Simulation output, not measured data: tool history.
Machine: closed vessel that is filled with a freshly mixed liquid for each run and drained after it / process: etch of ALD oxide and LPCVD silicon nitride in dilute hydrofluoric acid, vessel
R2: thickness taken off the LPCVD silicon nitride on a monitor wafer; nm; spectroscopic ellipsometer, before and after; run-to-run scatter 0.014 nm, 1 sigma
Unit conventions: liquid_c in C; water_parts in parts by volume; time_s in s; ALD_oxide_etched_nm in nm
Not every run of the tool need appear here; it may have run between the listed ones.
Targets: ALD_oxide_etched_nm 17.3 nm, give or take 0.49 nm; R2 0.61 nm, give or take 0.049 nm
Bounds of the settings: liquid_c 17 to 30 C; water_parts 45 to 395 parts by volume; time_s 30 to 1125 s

run 1 hour=0 | liquid_c=22 water_parts=220 time_s=575 | ALD_oxide_etched_nm=36.126 R2=0.93971
run 2 hour=7.8 | liquid_c=23 water_parts=280 time_s=595 | ALD_oxide_etched_nm=28.771 R2=0.88113
run 3 hour=10.5 | liquid_c=22.5 water_parts=315 time_s=615 | ALD_oxide_etched_nm=25.02 R2=0.7666
run 4 hour=14.5 | liquid_c=19.5 water_parts=315 time_s=615 | ALD_oxide_etched_nm=22.522 R2=0.64677
run 5 hour=21.9 | liquid_c=17 water_parts=315 time_s=615 | ALD_oxide_etched_nm=20.826 R2=0.55501
run 6 hour=23.8 | liquid_c=17 water_parts=315 time_s=615 | ALD_oxide_etched_nm=20.631 R2=0.54573
run 7 hour=26.8 | liquid_c=17 water_parts=315 time_s=615 | ALD_oxide_etched_nm=20.923 R2=0.55194
run 8 hour=34 | liquid_c=19 water_parts=345 time_s=625 | ALD_oxide_etched_nm=19.882 R2=0.57074
run 9 hour=37.3 | liquid_c=20.5 water_parts=360 time_s=615 | ALD_oxide_etched_nm=19.755 R2=0.59729
run 10 hour=46.6 | liquid_c=21.5 water_parts=370 time_s=595 | ALD_oxide_etched_nm=19.318 R2=0.58858
run 11 hour=55.9 | liquid_c=22.5 water_parts=380 time_s=575 | ALD_oxide_etched_nm=18.696 R2=0.57657

Exercise: of the 5 proposed moves below, exactly one satisfies all targets within the stated allowed misses. Which move is it?
run A hour=65.2 | liquid_c=20.5 water_parts=235 time_s=335 | ALD_oxide_etched_nm=? R2=?
run B hour=65.2 | liquid_c=25 water_parts=395 time_s=525 | ALD_oxide_etched_nm=? R2=?
run C hour=65.2 | liquid_c=17.5 water_parts=350 time_s=615 | ALD_oxide_etched_nm=? R2=?
run D hour=65.2 | liquid_c=22 water_parts=395 time_s=615 | ALD_oxide_etched_nm=? R2=?
run E hour=65.2 | liquid_c=19 water_parts=295 time_s=480 | ALD_oxide_etched_nm=? R2=?

move=A ALD_oxide_etched_nm=18.6 R2=0.4979
move=B ALD_oxide_etched_nm=17.478 R2=0.61794
move=C ALD_oxide_etched_nm=18.534 R2=0.51382
move=D ALD_oxide_etched_nm=18.536 R2=0.60547
move=E ALD_oxide_etched_nm=19.001 R2=0.5199
A: nearer the targets than the last run, but a result is still out of spec
B: every result lands within tolerance
C: nearer the targets than the last run, but a result is still out of spec
D: nearer the targets than the last run, but a result is still out of spec
E: moves away from the targets compared with the last run
So the answer is move B, the one that meets all the targets.

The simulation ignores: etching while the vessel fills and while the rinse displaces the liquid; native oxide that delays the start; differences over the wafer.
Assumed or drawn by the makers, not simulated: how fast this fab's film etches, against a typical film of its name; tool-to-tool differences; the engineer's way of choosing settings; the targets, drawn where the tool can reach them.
